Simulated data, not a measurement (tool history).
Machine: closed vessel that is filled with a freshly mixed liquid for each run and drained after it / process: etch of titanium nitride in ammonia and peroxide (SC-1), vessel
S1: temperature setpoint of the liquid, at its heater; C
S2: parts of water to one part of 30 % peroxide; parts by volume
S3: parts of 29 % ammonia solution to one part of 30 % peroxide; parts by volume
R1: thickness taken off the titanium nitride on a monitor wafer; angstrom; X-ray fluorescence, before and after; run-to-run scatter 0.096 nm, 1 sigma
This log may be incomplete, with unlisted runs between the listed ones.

Run 1, hour 0.0: S1 62.0 C, S2 28.0 parts by volume, S3 0.7 parts by volume, time in the liquid (s) 340. Result: R1 340.31 angstrom.
Run 2, hour 4.6: S1 59.5 C, S2 28.0 parts by volume, S3 0.7 parts by volume, time in the liquid (s) 340. Result: R1 290.41 angstrom.
Run 3, hour 10.4: S1 59.5 C, S2 28.0 parts by volume, S3 0.8 parts by volume, time in the liquid (s) 340. Result: R1 296.37 angstrom.
Run 4, hour 12.2: S1 57.5 C, S2 28.0 parts by volume, S3 0.8 parts by volume, time in the liquid (s) 340. Result: R1 260.97 angstrom.
Run 5, hour 18.9: S1 56.0 C, S2 28.0 parts by volume, S3 0.8 parts by volume, time in the liquid (s) 340. Result: R1 234.54 angstrom.
Run 6, hour 23.5: S1 61.0 C, S2 28.0 parts by volume, S3 0.8 parts by volume, time in the liquid (s) 340. Result: R1 331.01 angstrom.
Run 7, hour 32.8: S1 53.0 C, S2 28.0 parts by volume, S3 0.8 parts by volume, time in the liquid (s) 340. Result: R1 194.25 angstrom.
Run 8, hour 41.4: S1 52.5 C, S2 28.0 parts by volume, S3 0.8 parts by volume, time in the liquid (s) 340. Result: R1 185.21 angstrom.

Run 9, settings as shown, results not yet in. Your forecast:
Run 9, hour 46.6: S1 52.0 C, S2 28.0 parts by volume, S3 0.8 parts by volume, time in the liquid (s) 340. Result: R1 ?.

R1: 178.71 angstrom
